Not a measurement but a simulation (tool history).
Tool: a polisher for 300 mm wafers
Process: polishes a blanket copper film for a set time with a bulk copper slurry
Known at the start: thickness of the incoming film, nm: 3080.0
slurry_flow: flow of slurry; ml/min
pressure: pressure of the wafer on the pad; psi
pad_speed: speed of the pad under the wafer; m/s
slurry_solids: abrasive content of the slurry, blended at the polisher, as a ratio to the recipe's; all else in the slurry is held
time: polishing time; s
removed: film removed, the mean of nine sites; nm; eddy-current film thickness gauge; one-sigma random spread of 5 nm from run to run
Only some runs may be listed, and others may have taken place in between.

run    day  slurry_flow  pressure  pad_speed  slurry_solids  time  removed
  1  0.000          250       3.2       1.18            1.0    55   624.28
  2  0.238          250       3.2       1.30            1.0    55   665.86
  3  0.467          200       3.2       1.30            1.0    55   657.88
  4  0.675          200       3.2       1.30            1.0    50   582.06
  5  0.729          200       3.2       1.30            0.9    50   589.78
  6  0.988          200       3.0       1.30            0.9    50   535.06
  7  1.254          195       2.9       1.30            0.9    50   532.11
  8  1.342          195       2.7       1.30            0.9    50   483.67
  9  1.429          195       2.6       1.30            0.9    50   467.19

Run 10 is up next; what results do you expect?
 10  1.804          195       2.5       1.30            0.9    50        ?

For run 10 the tool returned removed 455.27 nm.

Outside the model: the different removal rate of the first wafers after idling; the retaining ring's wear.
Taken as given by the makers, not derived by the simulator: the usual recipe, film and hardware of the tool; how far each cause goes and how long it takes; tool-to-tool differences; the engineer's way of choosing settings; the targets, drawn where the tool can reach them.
